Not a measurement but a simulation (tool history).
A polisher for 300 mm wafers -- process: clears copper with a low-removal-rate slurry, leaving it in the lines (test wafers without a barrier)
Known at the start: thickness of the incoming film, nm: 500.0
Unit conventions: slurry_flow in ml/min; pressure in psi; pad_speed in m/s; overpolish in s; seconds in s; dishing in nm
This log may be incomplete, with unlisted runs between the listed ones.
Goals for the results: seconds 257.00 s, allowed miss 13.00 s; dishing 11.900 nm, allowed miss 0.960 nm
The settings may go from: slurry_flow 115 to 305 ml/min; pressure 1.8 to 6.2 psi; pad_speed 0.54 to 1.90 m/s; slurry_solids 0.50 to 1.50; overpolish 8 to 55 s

run,day,slurry_flow,pressure,pad_speed,slurry_solids,overpolish,seconds,dishing
1,0.000,195,4.0,1.22,1.00,28,108.49,56.167
2,0.271,195,3.3,1.04,1.00,21,153.45,38.775
3,0.358,230,2.8,0.88,1.15,17,206.69,28.080
4,0.662,210,2.8,0.88,1.15,17,204.11,27.377
5,1.004,210,2.8,0.88,1.00,17,212.91,26.622
6,1.146,210,2.8,0.88,1.00,22,214.94,31.427
7,1.167,210,2.8,0.88,1.00,22,213.16,31.865
8,1.488,215,2.5,0.84,1.15,17,240.85,23.571
9,1.804,215,2.5,0.84,1.15,17,239.90,24.173
10,2.012,180,2.3,0.88,1.25,14,251.14,20.017
11,2.138,160,2.1,0.92,1.35,12,263.26,17.068

Which one of the following 4 next-run settings gets every result inside its allowed miss? There is exactly one.
A,2.262,125,2.7,0.76,1.40,8,?,?
B,2.262,175,2.1,0.86,1.35,22,?,?
C,2.262,180,1.8,1.10,1.20,20,?,?
D,2.262,170,2.1,1.00,1.30,18,?,?

move,seconds,dishing
A,253.69,11.744
B,269.43,25.745
C,251.56,24.963
D,236.35,24.426
A: in spec on every target
B: its largest miss is bigger than the last run's
C: its largest miss is bigger than the last run's
D: its largest miss is bigger than the last run's
A meets every target.
